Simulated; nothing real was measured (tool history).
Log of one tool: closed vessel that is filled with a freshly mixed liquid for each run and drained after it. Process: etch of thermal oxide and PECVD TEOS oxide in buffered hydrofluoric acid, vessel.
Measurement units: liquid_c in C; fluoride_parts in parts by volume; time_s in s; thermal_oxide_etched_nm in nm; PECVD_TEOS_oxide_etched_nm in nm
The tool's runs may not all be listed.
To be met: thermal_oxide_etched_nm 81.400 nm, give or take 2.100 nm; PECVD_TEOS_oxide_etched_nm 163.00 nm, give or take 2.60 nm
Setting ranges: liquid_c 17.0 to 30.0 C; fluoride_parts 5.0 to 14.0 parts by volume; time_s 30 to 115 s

run 1 day=0.000 | liquid_c=22.0 fluoride_parts=8.5 time_s=60 | thermal_oxide_etched_nm=59.447 PECVD_TEOS_oxide_etched_nm=119.74
run 2 day=0.096 | liquid_c=20.0 fluoride_parts=8.5 time_s=60 | thermal_oxide_etched_nm=53.008 PECVD_TEOS_oxide_etched_nm=107.81
run 3 day=0.204 | liquid_c=20.0 fluoride_parts=6.0 time_s=60 | thermal_oxide_etched_nm=75.450 PECVD_TEOS_oxide_etched_nm=150.65
run 4 day=0.425 | liquid_c=20.0 fluoride_parts=8.5 time_s=60 | thermal_oxide_etched_nm=53.391 PECVD_TEOS_oxide_etched_nm=107.86
run 5 day=0.692 | liquid_c=21.5 fluoride_parts=8.5 time_s=60 | thermal_oxide_etched_nm=57.401 PECVD_TEOS_oxide_etched_nm=116.50
run 6 day=1.046 | liquid_c=22.5 fluoride_parts=8.5 time_s=60 | thermal_oxide_etched_nm=61.600 PECVD_TEOS_oxide_etched_nm=122.73
run 7 day=1.279 | liquid_c=23.0 fluoride_parts=8.5 time_s=60 | thermal_oxide_etched_nm=63.771 PECVD_TEOS_oxide_etched_nm=125.66
run 8 day=1.517 | liquid_c=27.0 fluoride_parts=8.5 time_s=60 | thermal_oxide_etched_nm=77.380 PECVD_TEOS_oxide_etched_nm=156.70

Exactly one of the 5 candidate moves below puts every result within its allowed miss. Which one?
run A day=1.754 | liquid_c=26.5 fluoride_parts=10.5 time_s=70 | thermal_oxide_etched_nm=? PECVD_TEOS_oxide_etched_nm=?
run B day=1.754 | liquid_c=26.0 fluoride_parts=9.0 time_s=65 | thermal_oxide_etched_nm=? PECVD_TEOS_oxide_etched_nm=?
run C day=1.754 | liquid_c=21.0 fluoride_parts=6.5 time_s=60 | thermal_oxide_etched_nm=? PECVD_TEOS_oxide_etched_nm=?
run D day=1.754 | liquid_c=27.5 fluoride_parts=8.5 time_s=55 | thermal_oxide_etched_nm=? PECVD_TEOS_oxide_etched_nm=?
run E day=1.754 | liquid_c=23.5 fluoride_parts=5.5 time_s=50 | thermal_oxide_etched_nm=? PECVD_TEOS_oxide_etched_nm=?

move=A thermal_oxide_etched_nm=74.315 PECVD_TEOS_oxide_etched_nm=149.43
move=B thermal_oxide_etched_nm=75.249 PECVD_TEOS_oxide_etched_nm=151.31
move=C thermal_oxide_etched_nm=73.802 PECVD_TEOS_oxide_etched_nm=148.40
move=D thermal_oxide_etched_nm=73.465 PECVD_TEOS_oxide_etched_nm=147.72
move=E thermal_oxide_etched_nm=81.538 PECVD_TEOS_oxide_etched_nm=163.95
A: the biggest miss grows against the last run
B: the biggest miss grows against the last run
C: the biggest miss grows against the last run
D: the biggest miss grows against the last run
E: each result inside its tolerance
E is the move that brings every result within its allowed miss.

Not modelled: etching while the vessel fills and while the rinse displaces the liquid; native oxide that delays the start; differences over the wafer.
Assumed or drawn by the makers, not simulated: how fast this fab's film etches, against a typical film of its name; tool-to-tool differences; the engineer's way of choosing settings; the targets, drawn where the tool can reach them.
